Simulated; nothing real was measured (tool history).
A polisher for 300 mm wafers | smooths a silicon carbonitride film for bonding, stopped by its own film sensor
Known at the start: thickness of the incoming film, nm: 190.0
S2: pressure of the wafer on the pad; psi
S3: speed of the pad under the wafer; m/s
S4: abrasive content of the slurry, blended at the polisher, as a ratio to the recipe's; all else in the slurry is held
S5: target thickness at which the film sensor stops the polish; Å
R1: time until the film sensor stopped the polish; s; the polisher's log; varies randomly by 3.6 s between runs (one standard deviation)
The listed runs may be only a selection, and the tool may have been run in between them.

run 1 hour=0 | flow_of_slurry_(ml/min)=240 S2=1.3 S3=0.9 S4=1 S5=1630 | R1=226.79
run 2 hour=7.7 | flow_of_slurry_(ml/min)=205 S2=1.3 S3=0.9 S4=1 S5=1630 | R1=233.96
run 3 hour=15.3 | flow_of_slurry_(ml/min)=260 S2=1.3 S3=0.9 S4=1 S5=1630 | R1=224.82
run 4 hour=19.5 | flow_of_slurry_(ml/min)=260 S2=1.1 S3=0.9 S4=1 S5=1630 | R1=268.16
-- hour=23.5 slurry blender recalibrated
run 5 hour=23.5 | flow_of_slurry_(ml/min)=255 S2=1 S3=0.9 S4=1 S5=1630 | R1=255.56
run 6 hour=29.5 | flow_of_slurry_(ml/min)=255 S2=1 S3=1.1 S4=1 S5=1630 | R1=211.13
run 7 hour=38 | flow_of_slurry_(ml/min)=255 S2=0.9 S3=1.08 S4=1 S5=1630 | R1=234.87

Run 8, settings as shown, results not yet in. Your forecast:
run 8 hour=46.1 | flow_of_slurry_(ml/min)=255 S2=0.7 S3=1.06 S4=1 S5=1630 | R1=?

R1: 308.05 s
